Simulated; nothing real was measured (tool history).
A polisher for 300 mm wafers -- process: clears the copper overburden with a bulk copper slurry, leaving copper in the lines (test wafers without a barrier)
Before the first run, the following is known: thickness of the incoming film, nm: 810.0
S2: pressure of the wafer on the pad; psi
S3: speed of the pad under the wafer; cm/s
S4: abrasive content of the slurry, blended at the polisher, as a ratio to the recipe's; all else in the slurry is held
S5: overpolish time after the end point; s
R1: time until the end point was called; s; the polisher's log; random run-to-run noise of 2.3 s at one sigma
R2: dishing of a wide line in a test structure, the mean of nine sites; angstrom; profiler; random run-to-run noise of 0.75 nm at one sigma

{"run": 1, "hour": 0.0, "flow of slurry (ml/min)": 275, "S2": 2.2, "S3": 130, "S4": 1.0, "S5": 12, "R1": 102.93, "R2": 521.76}
{"run": 2, "hour": 2.3, "flow of slurry (ml/min)": 275, "S2": 2.6, "S3": 130, "S4": 1.0, "S5": 12, "R1": 87.31, "R2": 565.97}
{"run": 3, "hour": 9.7, "flow of slurry (ml/min)": 275, "S2": 2.2, "S3": 128, "S4": 1.0, "S5": 13, "R1": 102.43, "R2": 525.17}
{"run": 4, "hour": 10.4, "flow of slurry (ml/min)": 275, "S2": 1.9, "S3": 124, "S4": 1.0, "S5": 15, "R1": 116.67, "R2": 508.43}
{"run": 5, "hour": 11.3, "flow of slurry (ml/min)": 275, "S2": 1.9, "S3": 124, "S4": 0.85, "S5": 15, "R1": 125.05, "R2": 510.39}
{"run": 6, "hour": 15.9, "flow of slurry (ml/min)": 270, "S2": 1.7, "S3": 122, "S4": 0.8, "S5": 16, "R1": 138.9, "R2": 488.24}

Run 7, settings as shown, results not yet in. Your forecast:
{"run": 7, "hour": 21.2, "flow of slurry (ml/min)": 270, "S2": 1.6, "S3": 120, "S4": 0.8, "S5": 17, "R1": "?", "R2": "?"}

Run 7 yielded R1 148.86 s, R2 473.45 angstrom.

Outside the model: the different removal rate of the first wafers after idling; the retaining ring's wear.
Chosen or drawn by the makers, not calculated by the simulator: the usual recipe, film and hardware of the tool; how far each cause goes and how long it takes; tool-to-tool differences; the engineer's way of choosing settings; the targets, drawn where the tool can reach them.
